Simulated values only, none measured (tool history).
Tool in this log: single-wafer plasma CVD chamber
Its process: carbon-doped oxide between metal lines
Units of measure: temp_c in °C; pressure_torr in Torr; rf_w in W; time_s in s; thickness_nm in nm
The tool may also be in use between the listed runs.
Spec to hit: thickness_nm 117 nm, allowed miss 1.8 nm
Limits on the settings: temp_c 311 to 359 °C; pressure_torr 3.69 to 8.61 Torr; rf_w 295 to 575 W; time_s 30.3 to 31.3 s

{"run": 1, "day": 0.0, "temp_c": 335, "pressure_torr": 6.15, "rf_w": 435, "time_s": 30.3, "thickness_nm": 141.25}
{"run": 2, "day": 0.042, "temp_c": 341, "pressure_torr": 5.74, "rf_w": 410, "time_s": 30.3, "thickness_nm": 130.85}
{"run": 3, "day": 0.3, "temp_c": 346, "pressure_torr": 5.34, "rf_w": 405, "time_s": 30.3, "thickness_nm": 125.28}
{"run": 4, "day": 0.504, "temp_c": 349, "pressure_torr": 5.16, "rf_w": 405, "time_s": 30.3, "thickness_nm": 123.33}
{"run": 5, "day": 0.592, "temp_c": 354, "pressure_torr": 5.16, "rf_w": 405, "time_s": 30.3, "thickness_nm": 121.24}
{"run": 6, "day": 0.729, "temp_c": 354, "pressure_torr": 5.16, "rf_w": 430, "time_s": 30.3, "thickness_nm": 126.81}
{"run": 7, "day": 0.842, "temp_c": 355, "pressure_torr": 4.88, "rf_w": 420, "time_s": 30.3, "thickness_nm": 122.8}
{"run": 8, "day": 1.054, "temp_c": 356, "pressure_torr": 4.62, "rf_w": 415, "time_s": 30.3, "thickness_nm": 120.05}
{"run": 9, "day": 1.204, "temp_c": 357, "pressure_torr": 4.5, "rf_w": 415, "time_s": 30.3, "thickness_nm": 119.24}

Which single option among these 5 for the next run brings every result within its allowed miss of target? Just one does.
{"run": "A", "day": 1.354, "temp_c": 359, "pressure_torr": 4.86, "rf_w": 375, "time_s": 30.7, "thickness_nm": "?"}
{"run": "B", "day": 1.354, "temp_c": 359, "pressure_torr": 4.13, "rf_w": 425, "time_s": 30.7, "thickness_nm": "?"}
{"run": "C", "day": 1.354, "temp_c": 349, "pressure_torr": 4.35, "rf_w": 400, "time_s": 31.1, "thickness_nm": "?"}
{"run": "D", "day": 1.354, "temp_c": 359, "pressure_torr": 4.22, "rf_w": 395, "time_s": 30.3, "thickness_nm": "?"}
{"run": "E", "day": 1.354, "temp_c": 350, "pressure_torr": 3.99, "rf_w": 410, "time_s": 30.3, "thickness_nm": "?"}

move=A thickness_nm=113.34
move=B thickness_nm=119.72
move=C thickness_nm=120.99
move=D thickness_nm=112.69
move=E thickness_nm=117.85
A: takes the biggest miss from the last run beyond its target
B: misses by more than the last run did
C: misses by more than the last run did
D: takes the biggest miss from the last run beyond its target
E: every result lands within tolerance
E meets every target.
